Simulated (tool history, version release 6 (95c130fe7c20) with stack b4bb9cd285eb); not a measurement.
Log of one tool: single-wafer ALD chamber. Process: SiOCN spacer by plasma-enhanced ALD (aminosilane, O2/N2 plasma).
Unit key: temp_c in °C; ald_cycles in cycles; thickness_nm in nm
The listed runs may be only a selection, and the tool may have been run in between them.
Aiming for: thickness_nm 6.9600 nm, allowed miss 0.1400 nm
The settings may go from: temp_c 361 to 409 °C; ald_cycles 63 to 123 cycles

run  hour  temp_c  ald_cycles  thickness_nm
  1   0.0     385          93        5.5374
  2   3.9     385          99        5.9665
  3  11.2     385         102        6.1388
  4  15.7     385         105        6.3184
  5  22.3     385         111        6.6552
  6  24.4     385         102        6.1294
  7  32.9     385         105        6.3101
  8  33.6     385         107        6.4221
  9  35.1     385         109        6.4868
 10  36.8     385         111        6.6209
 11  41.9     385         112        6.7423
 12  49.8     385         113        6.7622

4 next moves are on the table. One of them brings every result within its allowed miss. Which?
  A  57.7     389         110             ?
  B  57.7     388         116             ?
  C  57.7     384         105             ?
  D  57.7     377         109             ?

move  thickness_nm
   A        6.5865
   B        6.9458
   C        6.2871
   D        6.5266
A: further off than the last run
B: every result lands within tolerance
C: further off than the last run
D: further off than the last run
The right move is B.
